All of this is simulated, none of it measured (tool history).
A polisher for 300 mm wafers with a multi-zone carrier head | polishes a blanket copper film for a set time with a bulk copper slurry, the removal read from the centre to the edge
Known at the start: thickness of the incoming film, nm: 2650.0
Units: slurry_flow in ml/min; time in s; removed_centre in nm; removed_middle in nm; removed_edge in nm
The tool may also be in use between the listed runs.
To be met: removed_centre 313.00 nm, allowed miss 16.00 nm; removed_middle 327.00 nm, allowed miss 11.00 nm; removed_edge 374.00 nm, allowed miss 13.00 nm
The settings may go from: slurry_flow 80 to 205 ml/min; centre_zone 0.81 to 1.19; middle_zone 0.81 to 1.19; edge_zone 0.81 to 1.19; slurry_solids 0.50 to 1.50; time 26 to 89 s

Run 1, hour 0.0: slurry_flow 135 ml/min, centre_zone 1.00, middle_zone 1.00, edge_zone 1.00, slurry_solids 1.00, time 57 s. Result: removed_centre 477.39 nm, removed_middle 495.49 nm, removed_edge 490.43 nm.
Run 2, hour 5.6: slurry_flow 125 ml/min, centre_zone 0.96, middle_zone 0.95, edge_zone 0.99, slurry_solids 0.85, time 55 s. Result: removed_centre 440.75 nm, removed_middle 432.93 nm, removed_edge 458.61 nm.
Run 3, hour 12.0: slurry_flow 125 ml/min, centre_zone 0.96, middle_zone 0.95, edge_zone 0.99, slurry_solids 0.85, time 61 s. Result: removed_centre 487.46 nm, removed_middle 487.53 nm, removed_edge 504.21 nm.
Run 4, hour 18.2: slurry_flow 125 ml/min, centre_zone 1.03, middle_zone 0.95, edge_zone 0.99, slurry_solids 0.85, time 61 s. Result: removed_centre 511.93 nm, removed_middle 483.29 nm, removed_edge 506.87 nm.
Run 5, hour 23.6: slurry_flow 115 ml/min, centre_zone 0.97, middle_zone 0.95, edge_zone 1.01, slurry_solids 0.75, time 56 s. Result: removed_centre 430.05 nm, removed_middle 420.09 nm, removed_edge 444.37 nm.
Run 6, hour 27.5: slurry_flow 105 ml/min, centre_zone 0.92, middle_zone 0.94, edge_zone 1.04, slurry_solids 0.70, time 54 s. Result: removed_centre 369.14 nm, removed_middle 387.99 nm, removed_edge 420.99 nm.
Run 7, hour 33.9: slurry_flow 100 ml/min, centre_zone 0.90, middle_zone 0.92, edge_zone 1.04, slurry_solids 0.65, time 53 s. Result: removed_centre 341.07 nm, removed_middle 360.99 nm, removed_edge 409.29 nm.
Run 8, hour 36.2: slurry_flow 90 ml/min, centre_zone 0.89, middle_zone 0.88, edge_zone 0.94, slurry_solids 0.50, time 52 s. Result: removed_centre 306.16 nm, removed_middle 316.21 nm, removed_edge 355.79 nm.
Run 9, hour 42.9: slurry_flow 95 ml/min, centre_zone 0.89, middle_zone 0.88, edge_zone 0.95, slurry_solids 0.50, time 52 s. Result: removed_centre 311.96 nm, removed_middle 330.03 nm, removed_edge 359.37 nm.
Run 10, hour 44.9: slurry_flow 95 ml/min, centre_zone 0.89, middle_zone 0.87, edge_zone 0.97, slurry_solids 0.50, time 52 s. Result: removed_centre 312.18 nm, removed_middle 324.54 nm, removed_edge 365.74 nm.

Which of these 5 next moves meets every target?
Run A, hour 46.9: slurry_flow 80 ml/min, centre_zone 0.89, middle_zone 0.87, edge_zone 0.95, slurry_solids 0.50, time 56 s. Result: removed_centre ?, removed_middle ?, removed_edge ?.
Run B, hour 46.9: slurry_flow 120 ml/min, centre_zone 0.93, middle_zone 0.81, edge_zone 0.95, slurry_solids 0.60, time 50 s. Result: removed_centre ?, removed_middle ?, removed_edge ?.
Run C, hour 46.9: slurry_flow 80 ml/min, centre_zone 0.94, middle_zone 0.81, edge_zone 0.94, slurry_solids 0.70, time 52 s. Result: removed_centre ?, removed_middle ?, removed_edge ?.
Run D, hour 46.9: slurry_flow 125 ml/min, centre_zone 0.84, middle_zone 0.91, edge_zone 0.91, slurry_solids 0.55, time 48 s. Result: removed_centre ?, removed_middle ?, removed_edge ?.
Run E, hour 46.9: slurry_flow 90 ml/min, centre_zone 0.91, middle_zone 0.91, edge_zone 1.02, slurry_solids 0.50, time 49 s. Result: removed_centre ?, removed_middle ?, removed_edge ?.

move  removed_centre  removed_middle  removed_edge
   A          317.24          324.47        369.48
   B          359.58          329.48        375.48
   C          331.59          307.73        365.46
   D          312.41          339.06        349.44
   E          299.81          306.64        344.81
A: meets every target
B: brings the result that was furthest off to its target, and leaves another outside
C: brings the result that was furthest off to its target, and leaves another outside
D: further off than the last run
E: further off than the last run
Answer: A

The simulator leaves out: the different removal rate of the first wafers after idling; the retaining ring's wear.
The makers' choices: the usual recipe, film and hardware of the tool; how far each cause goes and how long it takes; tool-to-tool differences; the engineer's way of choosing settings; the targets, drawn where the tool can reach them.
